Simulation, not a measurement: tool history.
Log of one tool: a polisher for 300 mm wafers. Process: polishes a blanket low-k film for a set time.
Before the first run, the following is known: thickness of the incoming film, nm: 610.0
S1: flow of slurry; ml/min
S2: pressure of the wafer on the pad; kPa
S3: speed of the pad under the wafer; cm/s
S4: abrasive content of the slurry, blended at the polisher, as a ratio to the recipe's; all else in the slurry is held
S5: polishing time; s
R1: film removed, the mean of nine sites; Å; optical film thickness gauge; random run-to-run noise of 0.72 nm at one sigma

{"run": 1, "hour": 0.0, "S1": 135, "S2": 17.2, "S3": 94, "S4": 1, "S5": 94, "R1": 424.81}
{"run": 2, "hour": 7.7, "S1": 135, "S2": 13.1, "S3": 94, "S4": 1, "S5": 94, "R1": 320.51}
{"run": 3, "hour": 10.0, "S1": 135, "S2": 13.8, "S3": 94, "S4": 1, "S5": 94, "R1": 342.68}
{"run": 4, "hour": 17.2, "S1": 135, "S2": 14.5, "S3": 94, "S4": 1, "S5": 94, "R1": 348.98}
{"run": 5, "hour": 24.0, "S1": 135, "S2": 14.5, "S3": 104, "S4": 1, "S5": 94, "R1": 380.78}
{"run": 6, "hour": 27.3, "S1": 135, "S2": 15.2, "S3": 104, "S4": 1, "S5": 94, "R1": 393.2}
{"run": 7, "hour": 34.7, "S1": 135, "S2": 15.9, "S3": 104, "S4": 1, "S5": 94, "R1": 427.26}
{"run": 8, "hour": 39.2, "S1": 135, "S2": 16.5, "S3": 104, "S4": 1, "S5": 94, "R1": 441.73}
{"run": 9, "hour": 44.2, "S1": 140, "S2": 17.9, "S3": 104, "S4": 1, "S5": 94, "R1": 468.11}

The next listed run, before its measurement:
{"run": 10, "hour": 46.6, "S1": 140, "S2": 19.3, "S3": 104, "S4": 1, "S5": 94, "R1": "?"}

R1: 503.36 Å
